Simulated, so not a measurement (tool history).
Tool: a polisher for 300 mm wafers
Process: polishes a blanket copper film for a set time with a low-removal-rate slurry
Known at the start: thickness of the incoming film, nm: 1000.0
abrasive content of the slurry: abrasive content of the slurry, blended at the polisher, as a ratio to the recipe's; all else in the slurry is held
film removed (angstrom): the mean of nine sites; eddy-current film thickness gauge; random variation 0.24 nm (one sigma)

| run | hour | flow of slurry (ml/min) | pressure of the wafer on the pad (psi) | speed of the pad under the wafer (cm/s) | abrasive content of the slurry | polishing time (s) | film removed (angstrom) |
|---|---|---|---|---|---|---|---|
| 1 | 0.0 | 280 | 1.9 | 86 | 1.00 | 37 | 630.04 |
| 2 | 6.9 | 280 | 1.9 | 86 | 1.00 | 37 | 629.92 |
| 3 | 15.0 | 280 | 1.9 | 86 | 1.00 | 37 | 625.32 |
| 4 | 16.2 | 280 | 1.9 | 106 | 1.00 | 37 | 773.73 |
| 5 | 25.0 | 350 | 1.9 | 106 | 1.00 | 37 | 788.86 |
| 6 | 30.2 | 350 | 1.9 | 106 | 1.15 | 37 | 802.87 |
| 7 | 37.2 | 350 | 1.7 | 102 | 1.15 | 37 | 692.01 |
| 8 | 38.6 | 350 | 1.6 | 98 | 1.15 | 37 | 631.05 |
| 9 | 41.0 | 350 | 1.5 | 94 | 1.15 | 37 | 567.68 |
| 10 | 44.8 | 350 | 1.4 | 92 | 1.15 | 37 | 527.11 |
| 11 | 50.6 | 350 | 1.3 | 90 | 1.15 | 37 | 479.45 |
| 12 | 54.5 | 350 | 1.2 | 90 | 1.15 | 37 | 438.52 |
| 13 | 57.8 | 345 | 1.2 | 90 | 1.15 | 37 | 440.39 |
| 14 | 60.0 | 345 | 1.2 | 90 | 1.15 | 37 | 442.61 |
| 15 | 68.9 | 340 | 1.1 | 90 | 1.15 | 37 | 405.12 |
| 16 | 73.4 | 325 | 1.1 | 90 | 1.15 | 37 | 402.83 |
| 17 | 80.9 | 310 | 1.1 | 90 | 1.15 | 37 | 401.76 |
| 18 | 89.4 | 295 | 1.1 | 90 | 1.15 | 37 | 397.79 |

Run 19 comes next. What will it give?
| 19 | 95.5 | 285 | 1.1 | 90 | 1.15 | 37 | ? |

film removed (angstrom): 397.31
